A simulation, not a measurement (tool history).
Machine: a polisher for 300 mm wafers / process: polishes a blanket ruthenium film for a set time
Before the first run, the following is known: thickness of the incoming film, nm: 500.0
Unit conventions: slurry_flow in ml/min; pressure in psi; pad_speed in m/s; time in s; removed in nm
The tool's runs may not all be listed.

| run | day | slurry_flow | pressure | pad_speed | time | removed |
|---|---|---|---|---|---|---|
| 1 | 0.000 | 260 | 2.3 | 1.08 | 49 | 71.033 |
| 2 | 0.271 | 260 | 2.7 | 1.08 | 49 | 81.461 |
| 3 | 0.396 | 260 | 2.7 | 1.20 | 49 | 89.150 |
| 4 | 0.500 | 265 | 2.8 | 1.20 | 49 | 92.290 |
| 5 | 0.879 | 300 | 2.8 | 1.20 | 49 | 93.860 |
| 6 | 0.942 | 300 | 2.8 | 1.04 | 49 | 82.742 |
| 7 | 1.229 | 300 | 2.9 | 1.04 | 49 | 85.260 |
| 8 | 1.283 | 300 | 3.0 | 1.04 | 49 | 87.617 |
| 9 | 1.312 | 300 | 3.1 | 1.04 | 49 | 89.668 |

Run 10, settings as shown, results not yet in. Your forecast:
| 10 | 1.621 | 305 | 3.2 | 1.04 | 49 | ? |

{"run 10": {"removed": 92.632}}
